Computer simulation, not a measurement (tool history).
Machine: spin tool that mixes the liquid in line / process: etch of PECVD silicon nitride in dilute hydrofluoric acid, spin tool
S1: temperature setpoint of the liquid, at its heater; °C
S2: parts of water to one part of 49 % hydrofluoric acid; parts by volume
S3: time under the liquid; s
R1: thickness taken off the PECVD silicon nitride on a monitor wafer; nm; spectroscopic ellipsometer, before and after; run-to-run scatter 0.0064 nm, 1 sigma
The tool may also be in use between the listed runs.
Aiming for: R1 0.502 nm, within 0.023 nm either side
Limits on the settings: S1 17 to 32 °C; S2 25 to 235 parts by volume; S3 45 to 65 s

| run | day | S1 | S2 | S3 | R1 |
|---|---|---|---|---|---|
| 1 | 0 | 24 | 130 | 65 | 0.84899 |
| 2 | 0.212 | 26.5 | 130 | 65 | 1.0048 |
| 3 | 0.254 | 24.5 | 130 | 65 | 0.87057 |
| 4 | 0.421 | 22 | 130 | 65 | 0.73413 |
| 5 | 0.617 | 22 | 170 | 65 | 0.56897 |
| 6 | 0.746 | 21.5 | 170 | 65 | 0.55503 |
|  | 1.033 | thermometer replaced |
| 7 | 1.033 | 21 | 170 | 65 | 0.57969 |
| 8 | 1.4 | 20.5 | 170 | 65 | 0.55365 |
| 9 | 1.462 | 20 | 170 | 65 | 0.54807 |

Below are 5 possible settings for the next run. Only one of them brings all results inside the allowed miss of their targets. Which is it?
| A | 1.525 | 18 | 110 | 45 | ? |
| B | 1.525 | 24 | 210 | 65 | ? |
| C | 1.525 | 20.5 | 170 | 65 | ? |
| D | 1.525 | 22 | 180 | 65 | ? |
| E | 1.525 | 20.5 | 165 | 65 | ? |

| move | R1 |
|---|---|
| A | 0.49206 |
| B | 0.56128 |
| C | 0.55109 |
| D | 0.5749 |
| E | 0.56737 |
A: all results in spec
B: moves away from the targets compared with the last run
C: moves away from the targets compared with the last run
D: moves away from the targets compared with the last run
E: moves away from the targets compared with the last run
Answer: A
